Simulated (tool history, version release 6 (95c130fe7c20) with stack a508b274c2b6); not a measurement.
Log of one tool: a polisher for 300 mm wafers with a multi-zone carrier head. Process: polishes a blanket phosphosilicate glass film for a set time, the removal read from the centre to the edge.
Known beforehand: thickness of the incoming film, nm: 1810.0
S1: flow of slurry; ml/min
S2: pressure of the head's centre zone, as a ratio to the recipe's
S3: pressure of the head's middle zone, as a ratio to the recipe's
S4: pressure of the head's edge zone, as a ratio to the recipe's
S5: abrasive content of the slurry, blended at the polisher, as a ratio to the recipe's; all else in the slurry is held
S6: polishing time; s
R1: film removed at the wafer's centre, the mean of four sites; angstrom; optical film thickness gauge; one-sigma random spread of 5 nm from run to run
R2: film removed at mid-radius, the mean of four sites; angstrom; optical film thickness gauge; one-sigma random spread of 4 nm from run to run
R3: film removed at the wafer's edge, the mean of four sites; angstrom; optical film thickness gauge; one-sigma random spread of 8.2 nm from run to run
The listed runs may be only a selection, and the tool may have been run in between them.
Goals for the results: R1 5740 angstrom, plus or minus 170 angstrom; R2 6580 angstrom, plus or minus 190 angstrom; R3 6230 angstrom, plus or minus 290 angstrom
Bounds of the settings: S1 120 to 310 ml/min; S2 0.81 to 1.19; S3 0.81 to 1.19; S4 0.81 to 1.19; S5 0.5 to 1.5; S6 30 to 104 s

run 1 day=0 | S1=200 S2=1 S3=1 S4=1 S5=1 S6=67 | R1=4042.7 R2=4053.8 R3=4112.9
run 2 day=0.283 | S1=210 S2=1 S3=1.04 S4=1.03 S5=1.1 S6=68 | R1=4308.8 R2=4544.8 R3=4462.6
run 3 day=0.554 | S1=210 S2=1 S3=1 S4=1.03 S5=1.1 S6=68 | R1=4346.3 R2=4421.5 R3=4455.2
run 4 day=0.712 | S1=210 S2=0.94 S3=1 S4=1.03 S5=1.1 S6=68 | R1=4106.1 R2=4378.4 R3=4455.2
run 5 day=1.067 | S1=215 S2=0.96 S3=1.02 S4=1.06 S5=1.2 S6=69 | R1=4438.2 R2=4741.5 R3=4821.9
-- day=1.221 slurry nozzle cleaned
run 6 day=1.221 | S1=215 S2=0.96 S3=1.02 S4=1.06 S5=1.3 S6=69 | R1=5059.2 R2=5348.7 R3=5310.1
run 7 day=1.4 | S1=215 S2=0.96 S3=1.04 S4=1.08 S5=1.35 S6=69 | R1=5042.6 R2=5503.5 R3=5470.7
run 8 day=1.679 | S1=220 S2=0.97 S3=1.06 S4=1.1 S5=1.4 S6=69 | R1=5320.2 R2=5718.2 R3=5629.7
run 9 day=1.871 | S1=225 S2=0.97 S3=1.08 S4=1.11 S5=1.4 S6=69 | R1=5268.8 R2=5743.8 R3=5701.9
run 10 day=1.967 | S1=230 S2=0.97 S3=1.1 S4=1.11 S5=1.4 S6=69 | R1=5266.1 R2=5913.2 R3=5683.5
run 11 day=2.071 | S1=235 S2=0.97 S3=1.11 S4=1.12 S5=1.4 S6=69 | R1=5258.1 R2=5950.1 R3=5676.4

5 next moves are on the table. One of them brings every result within its allowed miss. Which?
run A day=2.175 | S1=310 S2=0.81 S3=1.18 S4=0.87 S5=1.1 S6=80 | R1=? R2=? R3=?
run B day=2.175 | S1=245 S2=0.92 S3=1.07 S4=1.07 S5=1.45 S6=76 | R1=? R2=? R3=?
run C day=2.175 | S1=230 S2=1.02 S3=0.96 S4=1.16 S5=1.4 S6=75 | R1=? R2=? R3=?
run D day=2.175 | S1=220 S2=1.17 S3=0.97 S4=1.07 S5=1.45 S6=65 | R1=? R2=? R3=?
run E day=2.175 | S1=220 S2=0.91 S3=0.97 S4=1.09 S5=1.4 S6=65 | R1=? R2=? R3=?

move=A R1=4923 R2=6720.1 R3=5289.4
move=B R1=5747.5 R2=6471.1 R3=6163.2
move=C R1=6068.7 R2=5695.3 R3=6220.2
move=D R1=5993.9 R2=5017.4 R3=5223.5
move=E R1=4723.8 R2=4952.8 R3=5198.3
A: the furthest-off result lands on target, but another misses its tolerance
B: meets every target
C: lands further from the targets than the last run did
D: lands further from the targets than the last run did
E: lands further from the targets than the last run did
Go with B: it meets all targets.
